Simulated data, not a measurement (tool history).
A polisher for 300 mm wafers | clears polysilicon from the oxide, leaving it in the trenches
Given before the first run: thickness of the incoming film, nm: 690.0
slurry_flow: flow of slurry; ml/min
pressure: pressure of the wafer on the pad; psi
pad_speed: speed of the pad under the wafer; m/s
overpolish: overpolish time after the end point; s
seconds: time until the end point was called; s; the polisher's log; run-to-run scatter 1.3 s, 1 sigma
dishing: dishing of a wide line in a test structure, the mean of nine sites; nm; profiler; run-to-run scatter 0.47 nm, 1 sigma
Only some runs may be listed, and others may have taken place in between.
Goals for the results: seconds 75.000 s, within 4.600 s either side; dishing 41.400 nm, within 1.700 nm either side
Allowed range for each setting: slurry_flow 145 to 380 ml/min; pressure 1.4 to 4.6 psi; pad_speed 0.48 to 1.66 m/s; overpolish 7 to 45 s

run    day  slurry_flow  pressure  pad_speed  overpolish  seconds  dishing
  1  0.000          245       3.0       1.06          23   49.861   47.329
  2  0.229          245       3.0       0.94          23   53.556   47.920
  3  0.354          245       3.0       0.74          23   63.548   46.825
  4  0.612          185       3.0       0.74          23   63.671   46.189
  5  0.792          185       3.0       0.74          32   65.613   47.487
  6  1.042          180       3.0       0.70          29   65.523   47.563
  7  1.300          175       3.0       0.68          26   68.398   47.567
  8  1.646          200       2.9       0.68          24   69.183   45.864
  9  1.829          200       2.8       0.70          22   70.436   45.799

Exercise: of the 4 proposed moves below, exactly one satisfies all targets within the stated allowed misses. Which move is it?
  A  2.012          260       2.5       0.72          12        ?        ?
  B  2.012          155       2.9       0.66          28        ?        ?
  C  2.012          235       2.2       0.70          22        ?        ?
  D  2.012          195       2.5       0.62          21        ?        ?

move  seconds  dishing
   A   74.890   41.616
   B   73.119   47.422
   C   86.434   45.933
   D   84.581   45.779
A: all results in spec
B: misses by more than the last run did
C: as far off as the last run
D: as far off as the last run
Correct choice: A, which meets every target
